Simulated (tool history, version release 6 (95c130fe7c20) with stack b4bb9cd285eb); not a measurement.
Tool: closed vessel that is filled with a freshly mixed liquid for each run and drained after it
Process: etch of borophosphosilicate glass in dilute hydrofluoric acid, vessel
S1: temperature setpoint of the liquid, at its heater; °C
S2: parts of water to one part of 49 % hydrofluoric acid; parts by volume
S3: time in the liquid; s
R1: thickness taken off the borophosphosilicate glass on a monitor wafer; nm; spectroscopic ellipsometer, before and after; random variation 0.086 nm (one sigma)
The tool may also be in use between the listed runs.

run	hour	S1	S2	S3	R1
1	0.0	20.0	160	105	18.8650
2	8.7	19.5	170	105	17.2710
3	12.5	19.0	180	105	15.6070
4	15.7	19.0	215	105	12.7900
5	18.9	18.5	220	105	12.1610
6	21.9	18.5	220	70	8.2065
7	23.0	19.0	220	70	8.3643

Forecast run 8:
8	29.3	19.0	215	70	?

Run 8 gave R1 8.5524 nm.
